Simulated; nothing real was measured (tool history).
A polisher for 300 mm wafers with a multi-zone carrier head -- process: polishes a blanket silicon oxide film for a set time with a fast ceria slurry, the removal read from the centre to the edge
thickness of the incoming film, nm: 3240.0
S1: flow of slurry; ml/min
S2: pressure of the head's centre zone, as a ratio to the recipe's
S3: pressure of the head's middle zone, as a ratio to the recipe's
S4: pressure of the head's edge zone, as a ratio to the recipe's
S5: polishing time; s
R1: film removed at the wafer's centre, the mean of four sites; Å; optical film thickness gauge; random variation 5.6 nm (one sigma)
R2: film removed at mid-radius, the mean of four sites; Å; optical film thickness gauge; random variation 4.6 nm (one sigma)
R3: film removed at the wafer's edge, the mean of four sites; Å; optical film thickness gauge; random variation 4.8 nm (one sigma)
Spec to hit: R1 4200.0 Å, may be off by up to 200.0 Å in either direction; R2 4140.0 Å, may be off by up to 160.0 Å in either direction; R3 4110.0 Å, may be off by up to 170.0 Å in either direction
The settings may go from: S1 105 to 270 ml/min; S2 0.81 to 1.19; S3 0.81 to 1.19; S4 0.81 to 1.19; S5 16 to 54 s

run,day,S1,S2,S3,S4,S5,R1,R2,R3
1,0.000,175,1.00,1.00,1.00,35,5287.1,5393.4,5382.9
2,0.346,170,1.00,0.99,0.98,34,5215.6,5221.3,5100.1
3,0.567,165,0.98,0.97,0.97,33,4843.5,4866.8,4982.4
4,0.933,165,0.95,0.97,0.97,33,4794.7,4887.7,4937.3
5,1.196,160,0.95,0.96,0.95,32,4603.0,4698.8,4621.3
6,1.462,145,0.95,0.96,0.95,32,4530.7,4630.9,4602.8
7,1.646,145,0.95,0.96,0.95,32,4478.7,4488.9,4619.4
8,1.925,140,0.95,0.96,0.93,32,4485.9,4580.3,4532.1
# day 1.954: worn pad replaced by a new one
9,1.954,135,0.95,0.95,0.92,32,4733.8,4686.5,4813.5
10,2.108,145,0.95,0.95,0.92,31,4703.9,4666.2,4753.2
11,2.325,140,0.96,0.96,0.93,30,4511.6,4495.8,4641.9
12,2.692,145,0.94,0.95,0.91,29,4325.8,4431.0,4446.9
13,2.900,125,0.96,0.91,0.84,28,4125.4,3947.3,4059.9

Which one of the following 5 next-run settings gets every result inside its allowed miss? There is exactly one.
A,3.108,105,0.91,0.86,0.91,30,?,?,?
B,3.108,135,1.07,0.90,0.81,29,?,?,?
C,3.108,150,0.97,0.82,0.94,28,?,?,?
D,3.108,140,0.94,0.92,0.83,29,?,?,?
E,3.108,105,0.97,0.85,0.93,29,?,?,?

move,R1,R2,R3
A,3958.0,3715.0,4233.6
B,4764.9,4008.4,4083.0
C,4351.1,3674.5,4295.5
D,4315.9,4120.6,4151.7
E,4034.8,3555.8,4134.5
A: moves away from the targets compared with the last run
B: the furthest-off result lands on target, but another misses its tolerance
C: moves away from the targets compared with the last run
D: hits every target within its allowed miss
E: moves away from the targets compared with the last run
Go with D: it meets all targets.
